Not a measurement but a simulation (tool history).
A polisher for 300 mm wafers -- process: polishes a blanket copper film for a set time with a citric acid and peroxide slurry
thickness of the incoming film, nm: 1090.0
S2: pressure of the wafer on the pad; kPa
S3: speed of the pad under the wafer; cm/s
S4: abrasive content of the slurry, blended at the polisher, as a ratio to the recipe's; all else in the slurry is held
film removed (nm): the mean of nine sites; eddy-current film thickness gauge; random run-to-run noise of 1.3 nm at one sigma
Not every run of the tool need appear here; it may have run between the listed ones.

{"run": 1, "hour": 0.0, "flow of slurry (ml/min)": 190, "S2": 25.5, "S3": 122, "S4": 1.0, "polishing time (s)": 56, "film removed (nm)": 162.22}
{"run": 2, "hour": 7.7, "flow of slurry (ml/min)": 190, "S2": 25.5, "S3": 122, "S4": 0.85, "polishing time (s)": 56, "film removed (nm)": 156.45}
{"run": 3, "hour": 16.2, "flow of slurry (ml/min)": 195, "S2": 26.2, "S3": 122, "S4": 0.85, "polishing time (s)": 56, "film removed (nm)": 162.97}
{"run": 4, "hour": 21.7, "flow of slurry (ml/min)": 195, "S2": 24.1, "S3": 122, "S4": 0.85, "polishing time (s)": 56, "film removed (nm)": 150.02}
{"hour": 25.5, "done": "head pressure recalibrated"}
{"run": 5, "hour": 25.5, "flow of slurry (ml/min)": 180, "S2": 24.1, "S3": 122, "S4": 0.85, "polishing time (s)": 56, "film removed (nm)": 135.52}
{"run": 6, "hour": 31.1, "flow of slurry (ml/min)": 180, "S2": 24.1, "S3": 140, "S4": 0.85, "polishing time (s)": 56, "film removed (nm)": 150.11}

Run 7, settings as shown, results not yet in. Your forecast:
{"run": 7, "hour": 38.5, "flow of slurry (ml/min)": 180, "S2": 24.1, "S3": 140, "S4": 0.85, "polishing time (s)": 56, "film removed (nm)": "?"}

Run 7 produced film removed (nm) 151.19.
